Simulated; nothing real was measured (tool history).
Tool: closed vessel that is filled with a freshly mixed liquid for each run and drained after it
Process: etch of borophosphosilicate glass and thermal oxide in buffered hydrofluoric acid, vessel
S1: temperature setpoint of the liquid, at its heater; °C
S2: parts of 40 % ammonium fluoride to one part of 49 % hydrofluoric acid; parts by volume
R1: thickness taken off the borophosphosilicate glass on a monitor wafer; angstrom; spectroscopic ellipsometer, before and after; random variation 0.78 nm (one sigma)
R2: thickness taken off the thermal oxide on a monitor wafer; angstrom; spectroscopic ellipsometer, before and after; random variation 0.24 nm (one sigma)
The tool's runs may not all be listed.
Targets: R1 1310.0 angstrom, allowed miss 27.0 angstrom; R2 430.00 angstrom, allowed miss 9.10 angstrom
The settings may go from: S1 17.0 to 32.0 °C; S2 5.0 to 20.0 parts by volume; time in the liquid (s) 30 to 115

{"run": 1, "hour": 0.0, "S1": 24.0, "S2": 12.0, "time in the liquid (s)": 60, "R1": 1697.0, "R2": 563.29}
{"run": 2, "hour": 6.8, "S1": 23.0, "S2": 12.0, "time in the liquid (s)": 60, "R1": 1614.9, "R2": 537.79}
{"run": 3, "hour": 11.4, "S1": 23.0, "S2": 14.5, "time in the liquid (s)": 60, "R1": 1351.5, "R2": 444.5}
{"run": 4, "hour": 20.1, "S1": 20.0, "S2": 14.5, "time in the liquid (s)": 60, "R1": 1143.1, "R2": 372.9}
{"run": 5, "hour": 21.3, "S1": 18.0, "S2": 14.5, "time in the liquid (s)": 60, "R1": 1026.1, "R2": 337.06}
{"run": 6, "hour": 29.2, "S1": 19.0, "S2": 14.5, "time in the liquid (s)": 60, "R1": 1081.2, "R2": 355.28}
{"run": 7, "hour": 33.3, "S1": 20.0, "S2": 14.5, "time in the liquid (s)": 60, "R1": 1141.2, "R2": 375.24}
{"run": 8, "hour": 34.3, "S1": 20.5, "S2": 14.5, "time in the liquid (s)": 60, "R1": 1181.7, "R2": 386.85}
{"run": 9, "hour": 37.4, "S1": 21.0, "S2": 14.5, "time in the liquid (s)": 60, "R1": 1214.4, "R2": 398.33}
{"run": 10, "hour": 44.7, "S1": 21.5, "S2": 14.5, "time in the liquid (s)": 60, "R1": 1239.3, "R2": 406.19}
{"run": 11, "hour": 46.6, "S1": 22.0, "S2": 14.5, "time in the liquid (s)": 60, "R1": 1274.2, "R2": 418.53}

4 next moves are on the table. One of them brings every result within its allowed miss. Which?
{"run": "A", "hour": 48.5, "S1": 19.0, "S2": 12.5, "time in the liquid (s)": 60, "R1": "?", "R2": "?"}
{"run": "B", "hour": 48.5, "S1": 22.0, "S2": 12.5, "time in the liquid (s)": 50, "R1": "?", "R2": "?"}
{"run": "C", "hour": 48.5, "S1": 22.0, "S2": 19.0, "time in the liquid (s)": 80, "R1": "?", "R2": "?"}
{"run": "D", "hour": 48.5, "S1": 21.5, "S2": 13.0, "time in the liquid (s)": 55, "R1": "?", "R2": "?"}

move=A R1=1252.1 R2=407.37
move=B R1=1231.2 R2=401.39
move=C R1=1302.5 R2=425.44
move=D R1=1267.8 R2=413.28
A: further off than the last run
B: further off than the last run
C: meets every target
D: further off than the last run
Answer: C
